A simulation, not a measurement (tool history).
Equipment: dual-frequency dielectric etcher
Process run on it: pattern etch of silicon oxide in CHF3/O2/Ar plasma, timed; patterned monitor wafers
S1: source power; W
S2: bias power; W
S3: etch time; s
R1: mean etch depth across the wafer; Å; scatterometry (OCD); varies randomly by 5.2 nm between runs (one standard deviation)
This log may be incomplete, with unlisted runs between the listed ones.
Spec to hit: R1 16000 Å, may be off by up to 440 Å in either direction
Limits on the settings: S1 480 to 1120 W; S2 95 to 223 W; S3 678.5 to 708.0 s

Run 1, day 0.000: S1 800 W, S2 159 W, S3 678.5 s. Result: R1 13300 Å.
Run 2, day 0.358: S1 820 W, S2 162 W, S3 680.0 s. Result: R1 13652 Å.
Run 3, day 0.396: S1 840 W, S2 164 W, S3 680.5 s. Result: R1 13776 Å.
Run 4, day 0.517: S1 910 W, S2 164 W, S3 680.5 s. Result: R1 14239 Å.
At day 0.650: wet clean of the chamber.
Run 5, day 0.650: S1 960 W, S2 164 W, S3 680.5 s. Result: R1 14937 Å.
Run 6, day 0.888: S1 960 W, S2 153 W, S3 680.5 s. Result: R1 14513 Å.
Run 7, day 0.933: S1 970 W, S2 154 W, S3 681.0 s. Result: R1 14589 Å.
Run 8, day 1.275: S1 980 W, S2 155 W, S3 681.5 s. Result: R1 14752 Å.
Run 9, day 1.533: S1 990 W, S2 156 W, S3 681.5 s. Result: R1 14870 Å.

4 next moves are on the table. One of them brings every result within its allowed miss. Which?
Run A, day 1.792: S1 1080 W, S2 111 W, S3 678.5 s. Result: R1 ?.
Run B, day 1.792: S1 960 W, S2 151 W, S3 693.5 s. Result: R1 ?.
Run C, day 1.792: S1 840 W, S2 152 W, S3 678.5 s. Result: R1 ?.
Run D, day 1.792: S1 980 W, S2 170 W, S3 708.0 s. Result: R1 ?.

move     R1
   A  13489
   B  14776
   C  13740
   D  15921
A: moves away from the targets compared with the last run
B: moves away from the targets compared with the last run
C: moves away from the targets compared with the last run
D: all results land within tolerance of their targets
So the answer is move D, the one that meets all the targets.
